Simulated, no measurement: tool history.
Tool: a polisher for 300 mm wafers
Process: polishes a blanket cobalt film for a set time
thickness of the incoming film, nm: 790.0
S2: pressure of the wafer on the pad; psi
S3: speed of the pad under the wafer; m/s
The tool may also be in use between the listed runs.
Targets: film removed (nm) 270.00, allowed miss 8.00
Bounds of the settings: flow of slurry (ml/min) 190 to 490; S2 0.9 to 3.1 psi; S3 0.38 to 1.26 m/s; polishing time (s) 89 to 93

run 1 hour=0.0 | flow_of_slurry_(ml/min)=315 S2=2.0 S3=0.82 polishing_time_(s)=89 | film_removed_(nm)=390.65
run 2 hour=1.7 | flow_of_slurry_(ml/min)=315 S2=2.0 S3=1.00 polishing_time_(s)=89 | film_removed_(nm)=461.97
run 3 hour=8.6 | flow_of_slurry_(ml/min)=265 S2=2.0 S3=1.00 polishing_time_(s)=89 | film_removed_(nm)=458.34
run 4 hour=11.8 | flow_of_slurry_(ml/min)=265 S2=1.7 S3=1.00 polishing_time_(s)=89 | film_removed_(nm)=420.20
-- hour=15.3 worn pad replaced by a new one
run 5 hour=15.3 | flow_of_slurry_(ml/min)=295 S2=1.7 S3=1.00 polishing_time_(s)=89 | film_removed_(nm)=466.39
run 6 hour=21.8 | flow_of_slurry_(ml/min)=280 S2=1.7 S3=0.94 polishing_time_(s)=89 | film_removed_(nm)=440.68
run 7 hour=25.5 | flow_of_slurry_(ml/min)=265 S2=1.6 S3=0.84 polishing_time_(s)=89 | film_removed_(nm)=380.32
run 8 hour=26.5 | flow_of_slurry_(ml/min)=260 S2=1.5 S3=0.80 polishing_time_(s)=89 | film_removed_(nm)=355.48
run 9 hour=32.6 | flow_of_slurry_(ml/min)=260 S2=1.5 S3=0.80 polishing_time_(s)=89 | film_removed_(nm)=355.51
run 10 hour=37.9 | flow_of_slurry_(ml/min)=255 S2=1.4 S3=0.76 polishing_time_(s)=89 | film_removed_(nm)=325.58
run 11 hour=41.1 | flow_of_slurry_(ml/min)=255 S2=1.3 S3=0.74 polishing_time_(s)=89 | film_removed_(nm)=301.06
run 12 hour=42.2 | flow_of_slurry_(ml/min)=255 S2=1.2 S3=0.74 polishing_time_(s)=89 | film_removed_(nm)=284.83
run 13 hour=45.8 | flow_of_slurry_(ml/min)=255 S2=1.2 S3=0.74 polishing_time_(s)=89 | film_removed_(nm)=285.78

4 next moves are on the table. One of them brings every result within its allowed miss. Which?
run A hour=49.4 | flow_of_slurry_(ml/min)=190 S2=1.4 S3=0.62 polishing_time_(s)=90 | film_removed_(nm)=?
run B hour=49.4 | flow_of_slurry_(ml/min)=245 S2=1.0 S3=0.70 polishing_time_(s)=92 | film_removed_(nm)=?
run C hour=49.4 | flow_of_slurry_(ml/min)=290 S2=0.9 S3=0.76 polishing_time_(s)=89 | film_removed_(nm)=?
run D hour=49.4 | flow_of_slurry_(ml/min)=190 S2=1.1 S3=0.68 polishing_time_(s)=90 | film_removed_(nm)=?

move=A film_removed_(nm)=268.11
move=B film_removed_(nm)=258.15
move=C film_removed_(nm)=257.88
move=D film_removed_(nm)=252.58
A: meets every target
B: takes the result that was furthest off past its target
C: takes the result that was furthest off past its target
D: takes the result that was furthest off past its target
Answer: A
